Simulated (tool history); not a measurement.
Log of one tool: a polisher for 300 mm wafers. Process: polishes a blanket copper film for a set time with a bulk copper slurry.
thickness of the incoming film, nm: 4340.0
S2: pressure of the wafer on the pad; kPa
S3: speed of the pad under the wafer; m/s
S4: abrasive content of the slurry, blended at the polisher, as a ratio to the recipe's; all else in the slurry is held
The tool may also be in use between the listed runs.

{"run": 1, "hour": 0.0, "flow of slurry (ml/min)": 145, "S2": 23.4, "S3": 1.12, "S4": 1.0, "polishing time (s)": 47, "film removed (angstrom)": 5293.2}
{"run": 2, "hour": 5.3, "flow of slurry (ml/min)": 145, "S2": 23.4, "S3": 1.02, "S4": 1.0, "polishing time (s)": 47, "film removed (angstrom)": 4824.6}
{"run": 3, "hour": 9.1, "flow of slurry (ml/min)": 140, "S2": 20.7, "S3": 1.02, "S4": 1.0, "polishing time (s)": 47, "film removed (angstrom)": 4220.9}
{"run": 4, "hour": 11.0, "flow of slurry (ml/min)": 140, "S2": 20.7, "S3": 1.02, "S4": 1.2, "polishing time (s)": 47, "film removed (angstrom)": 4462.6}
{"run": 5, "hour": 19.7, "flow of slurry (ml/min)": 140, "S2": 20.7, "S3": 1.24, "S4": 1.2, "polishing time (s)": 47, "film removed (angstrom)": 5303.8}
{"run": 6, "hour": 22.2, "flow of slurry (ml/min)": 140, "S2": 20.7, "S3": 1.44, "S4": 1.2, "polishing time (s)": 47, "film removed (angstrom)": 6236.6}
{"run": 7, "hour": 28.6, "flow of slurry (ml/min)": 135, "S2": 17.2, "S3": 1.36, "S4": 1.2, "polishing time (s)": 47, "film removed (angstrom)": 4862.8}
{"run": 8, "hour": 37.5, "flow of slurry (ml/min)": 130, "S2": 15.2, "S3": 1.34, "S4": 1.2, "polishing time (s)": 47, "film removed (angstrom)": 4116.9}
{"run": 9, "hour": 39.2, "flow of slurry (ml/min)": 125, "S2": 13.8, "S3": 1.34, "S4": 1.2, "polishing time (s)": 47, "film removed (angstrom)": 3767.7}

Forecast run 10:
{"run": 10, "hour": 47.8, "flow of slurry (ml/min)": 120, "S2": 13.1, "S3": 1.34, "S4": 1.2, "polishing time (s)": 47, "film removed (angstrom)": "?"}

film removed (angstrom): 3712.8

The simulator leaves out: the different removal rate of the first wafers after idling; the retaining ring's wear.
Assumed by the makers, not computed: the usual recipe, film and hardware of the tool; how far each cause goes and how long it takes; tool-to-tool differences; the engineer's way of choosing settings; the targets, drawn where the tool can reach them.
